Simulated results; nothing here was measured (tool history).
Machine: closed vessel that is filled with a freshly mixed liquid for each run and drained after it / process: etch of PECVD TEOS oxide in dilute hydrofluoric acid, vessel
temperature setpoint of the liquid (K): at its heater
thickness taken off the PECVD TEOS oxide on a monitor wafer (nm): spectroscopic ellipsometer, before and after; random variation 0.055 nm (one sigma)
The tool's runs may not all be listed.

| run | hour | temperature setpoint of the liquid (K) | parts of water to one part of 49 % hydrofluoric acid (parts by volume) | time in the liquid (s) | thickness taken off the PECVD TEOS oxide on a monitor wafer (nm) |
|---|---|---|---|---|---|
| 1 | 0 | 295.15 | 85 | 30 | 3.7526 |
| 2 | 7.3 | 295.15 | 105 | 30 | 2.9542 |
| 3 | 10.4 | 295.15 | 125 | 30 | 2.4252 |
| 4 | 18.4 | 298.65 | 125 | 30 | 2.7901 |
|  | 25.4 | hydrofluoric acid flow meter replaced |
| 5 | 25.4 | 295.15 | 125 | 30 | 2.2402 |
| 6 | 31 | 295.15 | 105 | 30 | 2.7223 |
| 7 | 36.6 | 297.65 | 80 | 30 | 4.0818 |

What does the tool deliver on the next run?
| 8 | 43.3 | 301.65 | 50 | 30 | ? |

{"run 8": {"thickness taken off the PECVD TEOS oxide on a monitor wafer (nm)": 7.9702}}

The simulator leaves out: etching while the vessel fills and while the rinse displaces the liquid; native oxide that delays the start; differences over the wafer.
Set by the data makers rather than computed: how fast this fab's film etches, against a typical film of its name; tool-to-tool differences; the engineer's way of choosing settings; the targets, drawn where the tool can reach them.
